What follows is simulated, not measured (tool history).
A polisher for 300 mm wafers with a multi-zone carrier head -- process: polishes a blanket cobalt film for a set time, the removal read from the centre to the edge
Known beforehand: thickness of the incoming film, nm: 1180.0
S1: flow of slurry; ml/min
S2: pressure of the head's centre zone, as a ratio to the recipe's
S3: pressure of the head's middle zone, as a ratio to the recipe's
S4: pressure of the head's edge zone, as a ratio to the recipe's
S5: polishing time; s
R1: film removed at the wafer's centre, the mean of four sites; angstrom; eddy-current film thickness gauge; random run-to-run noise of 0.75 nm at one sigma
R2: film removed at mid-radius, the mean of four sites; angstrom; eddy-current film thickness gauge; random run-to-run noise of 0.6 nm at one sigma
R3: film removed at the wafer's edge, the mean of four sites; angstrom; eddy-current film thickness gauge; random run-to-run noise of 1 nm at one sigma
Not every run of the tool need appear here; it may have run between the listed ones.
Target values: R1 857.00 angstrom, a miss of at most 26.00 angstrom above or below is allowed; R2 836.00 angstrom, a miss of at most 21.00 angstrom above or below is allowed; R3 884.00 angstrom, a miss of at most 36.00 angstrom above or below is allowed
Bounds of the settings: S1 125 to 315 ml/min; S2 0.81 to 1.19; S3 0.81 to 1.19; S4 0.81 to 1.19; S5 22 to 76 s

| run | day | S1 | S2 | S3 | S4 | S5 | R1 | R2 | R3 |
|---|---|---|---|---|---|---|---|---|---|
| 1 | 0.000 | 205 | 1.00 | 1.00 | 1.00 | 49 | 1662.70 | 1644.50 | 1689.20 |
| 2 | 0.296 | 205 | 1.08 | 1.00 | 1.00 | 49 | 1802.70 | 1658.60 | 1647.80 |
| 3 | 0.671 | 185 | 1.03 | 0.97 | 0.95 | 40 | 1376.80 | 1313.00 | 1310.80 |
| 4 | 0.996 | 185 | 1.03 | 0.93 | 0.95 | 40 | 1396.80 | 1253.20 | 1329.30 |
| 5 | 1.308 | 185 | 0.97 | 0.93 | 0.95 | 40 | 1330.40 | 1274.20 | 1286.70 |
| 6 | 1.654 | 170 | 0.93 | 0.89 | 0.96 | 35 | 1099.60 | 1070.40 | 1145.10 |
| 7 | 1.783 | 160 | 0.91 | 0.87 | 0.93 | 32 | 978.39 | 940.37 | 1034.10 |
| 8 | 2.012 | 165 | 0.89 | 0.87 | 0.89 | 31 | 931.24 | 918.80 | 962.13 |
| 9 | 2.333 | 155 | 0.88 | 0.85 | 0.87 | 31 | 919.87 | 906.60 | 950.55 |
| 10 | 2.425 | 150 | 0.87 | 0.84 | 0.86 | 31 | 897.80 | 893.99 | 962.64 |
| 11 | 2.700 | 160 | 0.87 | 0.83 | 0.85 | 30 | 886.15 | 862.74 | 905.55 |
| 12 | 3.062 | 155 | 0.87 | 0.82 | 0.84 | 30 | 888.81 | 853.22 | 912.14 |

Next run, 4 choices. One meets every target within its allowed miss, the rest don't. Which?
| A | 3.425 | 130 | 0.91 | 0.81 | 0.91 | 30 | ? | ? | ? |
| B | 3.425 | 125 | 0.90 | 0.81 | 0.87 | 29 | ? | ? | ? |
| C | 3.425 | 125 | 0.93 | 0.81 | 0.93 | 28 | ? | ? | ? |
| D | 3.425 | 230 | 0.86 | 0.82 | 0.84 | 28 | ? | ? | ? |

| move | R1 | R2 | R3 |
|---|---|---|---|
| A | 902.69 | 826.50 | 927.30 |
| B | 860.49 | 795.64 | 875.49 |
| C | 853.84 | 768.03 | 871.56 |
| D | 857.76 | 824.67 | 870.92 |
A: moves away from the targets compared with the last run
B: the furthest-off result lands on target, but another misses its tolerance
C: the furthest-off result lands on target, but another misses its tolerance
D: each result inside its tolerance
Correct choice: D, which meets every target
